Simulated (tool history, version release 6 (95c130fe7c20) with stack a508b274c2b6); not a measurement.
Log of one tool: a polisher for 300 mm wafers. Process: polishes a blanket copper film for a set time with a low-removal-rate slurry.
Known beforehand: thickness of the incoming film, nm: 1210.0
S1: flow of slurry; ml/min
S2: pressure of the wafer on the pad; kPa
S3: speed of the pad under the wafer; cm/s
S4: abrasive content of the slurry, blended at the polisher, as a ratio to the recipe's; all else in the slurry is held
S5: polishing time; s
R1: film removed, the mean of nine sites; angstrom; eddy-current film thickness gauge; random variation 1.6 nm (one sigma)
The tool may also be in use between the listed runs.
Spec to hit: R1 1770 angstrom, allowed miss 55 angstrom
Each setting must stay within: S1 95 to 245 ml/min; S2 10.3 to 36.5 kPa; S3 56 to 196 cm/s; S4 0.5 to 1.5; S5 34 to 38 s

run	day	S1	S2	S3	S4	S5	R1
1	0	155	23.4	126	1	38	1508.8
2	0.042	155	23.4	126	1	34	1373
3	0.25	155	23.4	126	0.85	34	1293.4
4	0.275	160	24.8	126	0.85	34	1369.3
5	0.488	160	26.2	126	0.85	34	1456.8
6	0.858	160	26.2	126	0.85	34	1473.9
7	1.004	165	26.9	126	0.85	34	1498.7
8	1.171	165	27.6	126	0.85	34	1531.6
9	1.367	165	28.3	126	0.85	34	1604.6

Of the 4 settings listed for the next run, only one would bring every result within its allowed miss of target. Which one?
A	1.562	165	26.2	136	0.9	37	?
B	1.562	150	26.9	138	0.6	35	?
C	1.562	155	29.6	104	0.85	34	?
D	1.562	150	29	110	1.05	38	?

move	R1
A	1718
B	1507.7
C	1338.9
D	1614.5
A: each result inside its tolerance
B: moves away from the targets compared with the last run
C: moves away from the targets compared with the last run
D: moves toward the targets from the last run without getting all of them in spec
The move that meets every target is A.
